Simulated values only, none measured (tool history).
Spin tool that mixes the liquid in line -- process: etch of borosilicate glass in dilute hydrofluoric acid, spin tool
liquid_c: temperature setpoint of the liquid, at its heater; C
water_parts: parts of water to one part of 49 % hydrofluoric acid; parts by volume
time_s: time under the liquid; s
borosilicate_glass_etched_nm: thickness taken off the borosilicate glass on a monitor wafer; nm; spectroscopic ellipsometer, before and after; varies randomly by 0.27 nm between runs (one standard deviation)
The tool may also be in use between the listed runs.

run  hour  liquid_c  water_parts  time_s  borosilicate_glass_etched_nm
  1   0.0      23.0           95     150                        45.247
  2   7.8      23.0           95     160                        48.303
  3  14.2      23.5           95     160                        49.144
  4  17.1      23.5           95     160                        48.793
  5  18.1      23.5           95     150                        45.826
  6  24.3      23.5           95     160                        49.393

Expected results for the next run?
  7  29.3      24.0           95     160                             ?

borosilicate_glass_etched_nm: 50.610 nm

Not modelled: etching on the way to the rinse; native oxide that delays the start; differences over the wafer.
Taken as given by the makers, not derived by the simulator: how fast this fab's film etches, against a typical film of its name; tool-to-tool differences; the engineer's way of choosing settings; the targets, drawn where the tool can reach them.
